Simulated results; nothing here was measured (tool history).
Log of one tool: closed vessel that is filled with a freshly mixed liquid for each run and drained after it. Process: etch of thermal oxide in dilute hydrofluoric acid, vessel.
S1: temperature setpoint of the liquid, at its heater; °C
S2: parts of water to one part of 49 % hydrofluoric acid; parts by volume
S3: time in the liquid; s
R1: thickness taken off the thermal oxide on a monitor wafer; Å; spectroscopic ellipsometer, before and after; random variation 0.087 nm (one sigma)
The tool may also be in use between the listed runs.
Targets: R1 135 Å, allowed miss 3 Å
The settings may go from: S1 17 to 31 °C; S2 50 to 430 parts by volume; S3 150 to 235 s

Run 1, hour 0: S1 23 °C, S2 240 parts by volume, S3 235 s. Result: R1 35.973 Å.
Run 2, hour 3.8: S1 21.5 °C, S2 240 parts by volume, S3 235 s. Result: R1 33.878 Å.
Run 3, hour 11.7: S1 23.5 °C, S2 200 parts by volume, S3 235 s. Result: R1 46.158 Å.
Run 4, hour 17.7: S1 22 °C, S2 200 parts by volume, S3 235 s. Result: R1 43.424 Å.
Run 5, hour 23.4: S1 22 °C, S2 245 parts by volume, S3 235 s. Result: R1 33.805 Å.
At hour 27: hydrofluoric acid flow meter replaced.
Run 6, hour 27: S1 22 °C, S2 245 parts by volume, S3 235 s. Result: R1 37.476 Å.
Run 7, hour 29.2: S1 24 °C, S2 205 parts by volume, S3 235 s. Result: R1 50.834 Å.
Run 8, hour 33.6: S1 25.5 °C, S2 190 parts by volume, S3 235 s. Result: R1 57.761 Å.
Run 9, hour 35.7: S1 26.5 °C, S2 170 parts by volume, S3 235 s. Result: R1 69.117 Å.
Run 10, hour 38.9: S1 27.5 °C, S2 155 parts by volume, S3 235 s. Result: R1 79.97 Å.

Which of these 5 next moves meets every target?
Run A, hour 42.1: S1 27 °C, S2 95 parts by volume, S3 230 s. Result: R1 ?.
Run B, hour 42.1: S1 26.5 °C, S2 100 parts by volume, S3 235 s. Result: R1 ?.
Run C, hour 42.1: S1 29.5 °C, S2 110 parts by volume, S3 230 s. Result: R1 ?.
Run D, hour 42.1: S1 26 °C, S2 200 parts by volume, S3 150 s. Result: R1 ?.
Run E, hour 42.1: S1 29 °C, S2 105 parts by volume, S3 230 s. Result: R1 ?.

move      R1
   A  134.75
   B  127.44
   C  125.41
   D  35.381
   E  129.83
A: meets every target
B: nearer than the last run, and not there yet
C: nearer than the last run, and not there yet
D: further off than the last run
E: nearer than the last run, and not there yet
Answer: A
